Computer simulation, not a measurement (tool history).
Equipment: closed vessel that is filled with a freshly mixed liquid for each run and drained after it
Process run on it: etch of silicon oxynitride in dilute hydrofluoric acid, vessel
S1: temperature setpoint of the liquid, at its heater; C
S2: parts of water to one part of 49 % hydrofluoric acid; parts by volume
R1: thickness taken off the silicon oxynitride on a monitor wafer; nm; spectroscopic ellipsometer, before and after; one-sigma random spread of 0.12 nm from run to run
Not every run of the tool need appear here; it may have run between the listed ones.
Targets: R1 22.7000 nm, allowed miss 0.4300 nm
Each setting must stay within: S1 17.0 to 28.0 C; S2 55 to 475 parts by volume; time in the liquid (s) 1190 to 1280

run 1 hour=0.0 | S1=20.0 S2=265 time_in_the_liquid_(s)=1190 | R1=7.5762
run 2 hour=2.2 | S1=21.5 S2=240 time_in_the_liquid_(s)=1190 | R1=9.2519
run 3 hour=9.8 | S1=24.5 S2=240 time_in_the_liquid_(s)=1190 | R1=10.5380
run 4 hour=13.2 | S1=26.5 S2=240 time_in_the_liquid_(s)=1190 | R1=11.3250
run 5 hour=19.7 | S1=26.5 S2=240 time_in_the_liquid_(s)=1280 | R1=12.2900
run 6 hour=24.5 | S1=26.5 S2=330 time_in_the_liquid_(s)=1280 | R1=8.3799
run 7 hour=29.3 | S1=26.5 S2=295 time_in_the_liquid_(s)=1280 | R1=9.5368
run 8 hour=31.8 | S1=26.5 S2=265 time_in_the_liquid_(s)=1280 | R1=10.7550
run 9 hour=34.0 | S1=28.0 S2=160 time_in_the_liquid_(s)=1280 | R1=20.8120
run 10 hour=42.7 | S1=28.0 S2=155 time_in_the_liquid_(s)=1280 | R1=21.7410

Exercise: of the 5 proposed moves below, exactly one satisfies all targets within the stated allowed misses. Which move is it?
run A hour=51.4 | S1=28.0 S2=135 time_in_the_liquid_(s)=1220 | R1=?
run B hour=51.4 | S1=23.0 S2=115 time_in_the_liquid_(s)=1275 | R1=?
run C hour=51.4 | S1=27.5 S2=140 time_in_the_liquid_(s)=1225 | R1=?
run D hour=51.4 | S1=27.0 S2=130 time_in_the_liquid_(s)=1190 | R1=?
run E hour=51.4 | S1=24.5 S2=125 time_in_the_liquid_(s)=1275 | R1=?

move=A R1=24.3860
move=B R1=24.1930
move=C R1=22.9870
move=D R1=23.7250
move=E R1=23.6830
A: moves the result that the last run missed by most past its target, out the other side
B: moves the result that the last run missed by most past its target, out the other side
C: all results land within tolerance of their targets
D: moves the result that the last run missed by most past its target, out the other side
E: moves the result that the last run missed by most past its target, out the other side
C meets every target.
